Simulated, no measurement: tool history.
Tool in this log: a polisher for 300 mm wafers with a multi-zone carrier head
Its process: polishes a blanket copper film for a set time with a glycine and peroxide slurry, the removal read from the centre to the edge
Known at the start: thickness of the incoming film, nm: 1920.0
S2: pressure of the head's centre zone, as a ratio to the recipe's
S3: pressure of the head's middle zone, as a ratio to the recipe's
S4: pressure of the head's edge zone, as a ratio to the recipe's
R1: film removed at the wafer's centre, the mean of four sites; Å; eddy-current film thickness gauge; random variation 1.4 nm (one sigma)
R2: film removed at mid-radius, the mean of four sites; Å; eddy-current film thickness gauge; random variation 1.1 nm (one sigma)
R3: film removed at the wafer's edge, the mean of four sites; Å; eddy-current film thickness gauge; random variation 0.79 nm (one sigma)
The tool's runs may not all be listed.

{"run": 1, "day": 0.0, "flow of slurry (ml/min)": 145, "S2": 1.0, "S3": 1.0, "S4": 1.0, "polishing time (s)": 52, "R1": 1938.9, "R2": 1879.8, "R3": 1948.3}
{"run": 2, "day": 0.258, "flow of slurry (ml/min)": 140, "S2": 0.99, "S3": 0.99, "S4": 0.99, "polishing time (s)": 50, "R1": 1853.8, "R2": 1747.9, "R3": 1877.7}
{"run": 3, "day": 0.429, "flow of slurry (ml/min)": 140, "S2": 0.91, "S3": 0.99, "S4": 0.99, "polishing time (s)": 50, "R1": 1711.9, "R2": 1822.1, "R3": 1854.1}
{"run": 4, "day": 0.458, "flow of slurry (ml/min)": 135, "S2": 0.91, "S3": 0.98, "S4": 0.98, "polishing time (s)": 48, "R1": 1579.7, "R2": 1701.7, "R3": 1761.4}
{"run": 5, "day": 0.671, "flow of slurry (ml/min)": 135, "S2": 0.95, "S3": 0.98, "S4": 0.98, "polishing time (s)": 48, "R1": 1695.9, "R2": 1684.0, "R3": 1770.5}
{"run": 6, "day": 0.817, "flow of slurry (ml/min)": 130, "S2": 0.94, "S3": 0.97, "S4": 0.97, "polishing time (s)": 46, "R1": 1511.8, "R2": 1572.6, "R3": 1681.2}
{"run": 7, "day": 1.162, "flow of slurry (ml/min)": 140, "S2": 1.01, "S3": 0.91, "S4": 0.87, "polishing time (s)": 32, "R1": 1183.7, "R2": 1041.9, "R3": 1126.5}
{"run": 8, "day": 1.196, "flow of slurry (ml/min)": 140, "S2": 1.0, "S3": 0.91, "S4": 0.87, "polishing time (s)": 32, "R1": 1205.1, "R2": 1060.6, "R3": 1142.4}
{"run": 9, "day": 1.433, "flow of slurry (ml/min)": 140, "S2": 0.99, "S3": 0.91, "S4": 0.87, "polishing time (s)": 32, "R1": 1171.6, "R2": 1079.5, "R3": 1149.6}

For run 10, what comes out?
{"run": 10, "day": 1.717, "flow of slurry (ml/min)": 140, "S2": 0.98, "S3": 0.91, "S4": 0.87, "polishing time (s)": 32, "R1": "?", "R2": "?", "R3": "?"}

{"run 10": {"R1": 1143.7, "R2": 1054.5, "R3": 1148.2}}
